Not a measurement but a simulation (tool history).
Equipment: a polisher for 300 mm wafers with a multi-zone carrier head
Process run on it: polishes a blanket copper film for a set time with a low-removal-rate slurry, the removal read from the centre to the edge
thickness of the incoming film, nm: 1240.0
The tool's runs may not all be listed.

run,hour,flow of slurry (ml/min),pressure of the head's centre zone,pressure of the head's middle zone,pressure of the head's edge zone,abrasive content of the slurry,polishing time (s),film removed at the wafer's centre (Å),film removed at mid-radius (Å),film removed at the wafer's edge (Å)
1,0,165,1,1,1,1,65,1971.4,2028.9,2072.9
2,2,165,1,1,0.97,0.9,61,1806.8,1851.9,1847.9
3,5.6,160,0.99,0.99,0.94,0.8,59,1645.5,1734.1,1704.8
4,9.4,160,1,0.98,0.92,0.75,57,1620.8,1597,1596
# hour 9.9: worn pad replaced by a new one
5,9.9,155,0.99,0.98,0.9,0.7,56,1675.6,1717.5,1690.5
6,18,160,1.01,1.01,0.94,0.65,54,1620.3,1665.4,1641.2
7,18.8,170,1,1,0.91,0.65,52,1589.3,1622.3,1567.2
8,22.5,170,0.99,0.99,0.89,0.65,50,1514.4,1537.7,1483.8
9,25.6,175,0.98,0.98,0.88,0.65,49,1454.7,1555.3,1469.1
10,26.3,175,0.98,0.98,0.88,0.65,49,1468.6,1524.7,1481.7
11,31.1,175,0.98,0.98,0.87,0.65,47,1422.9,1466.6,1404.3

Estimate the outcome of run 12 from the log above:
12,38.4,125,0.97,0.97,0.81,0.55,47,?,?,?

Run 12 produced film removed at the wafer's centre (Å) 1242.5, film removed at mid-radius (Å) 1284.1, film removed at the wafer's edge (Å) 1245.9.
